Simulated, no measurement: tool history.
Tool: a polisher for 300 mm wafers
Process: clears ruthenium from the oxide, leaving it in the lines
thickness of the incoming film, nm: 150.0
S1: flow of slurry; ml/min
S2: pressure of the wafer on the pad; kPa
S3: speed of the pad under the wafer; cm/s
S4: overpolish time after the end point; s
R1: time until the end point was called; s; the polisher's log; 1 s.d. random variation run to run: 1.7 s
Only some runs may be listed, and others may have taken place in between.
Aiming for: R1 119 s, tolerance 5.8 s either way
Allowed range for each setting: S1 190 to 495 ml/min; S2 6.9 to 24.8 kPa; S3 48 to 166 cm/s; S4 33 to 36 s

run	hour	S1	S2	S3	S4	R1
1	0	320	15.9	106	33	149.35
2	2.8	265	15.9	106	33	156.43
3	11	265	18.6	106	33	130.45
4	18.8	265	15.2	106	33	155.65
5	23.8	265	16.5	108	33	142.96
6	32	265	17.2	108	33	138.65
7	34.5	265	17.9	108	33	134.49
8	36.7	265	18.6	108	33	127.18

Below are 5 possible settings for the next run. Only one of them brings all results inside the allowed miss of their targets. Which is it?
A	38.9	340	20	104	33	?
B	38.9	230	19.3	102	33	?
C	38.9	305	22.8	108	34	?
D	38.9	240	19.3	98	33	?
E	38.9	280	20	132	35	?

move	R1
A	117.73
B	128.66
C	102.36
D	131.09
E	102.81
A: every result lands within tolerance
B: moves away from the targets compared with the last run
C: the result that was furthest off in the last run now lies on the other side of its target
D: moves away from the targets compared with the last run
E: the result that was furthest off in the last run now lies on the other side of its target
Go with A: it meets all targets.

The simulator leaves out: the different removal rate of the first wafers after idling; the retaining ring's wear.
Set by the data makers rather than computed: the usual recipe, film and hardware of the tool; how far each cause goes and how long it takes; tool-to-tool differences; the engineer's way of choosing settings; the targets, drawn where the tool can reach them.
